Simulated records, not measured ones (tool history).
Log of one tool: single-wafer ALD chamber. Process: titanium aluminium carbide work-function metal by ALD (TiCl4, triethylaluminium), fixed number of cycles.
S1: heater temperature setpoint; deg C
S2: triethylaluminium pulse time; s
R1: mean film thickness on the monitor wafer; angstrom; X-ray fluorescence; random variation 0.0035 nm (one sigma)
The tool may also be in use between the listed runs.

| run | hour | S1 | S2 | R1 |
|---|---|---|---|---|
| 1 | 0.0 | 290 | 14.33 | 19.128 |
| 2 | 3.1 | 283 | 13.68 | 18.400 |
| 3 | 11.3 | 290 | 13.68 | 19.089 |
| 4 | 15.2 | 290 | 12.29 | 18.901 |
| 5 | 19.9 | 297 | 12.29 | 19.578 |
| 6 | 23.9 | 303 | 12.29 | 20.141 |
| 7 | 26.8 | 291 | 9.00 | 18.343 |
| 8 | 28.4 | 288 | 8.64 | 17.887 |
| 9 | 33.1 | 286 | 8.46 | 17.657 |

The next listed run, before its measurement:
| 10 | 41.0 | 285 | 8.34 | ? |

Run 10 gave R1 17.579 angstrom.
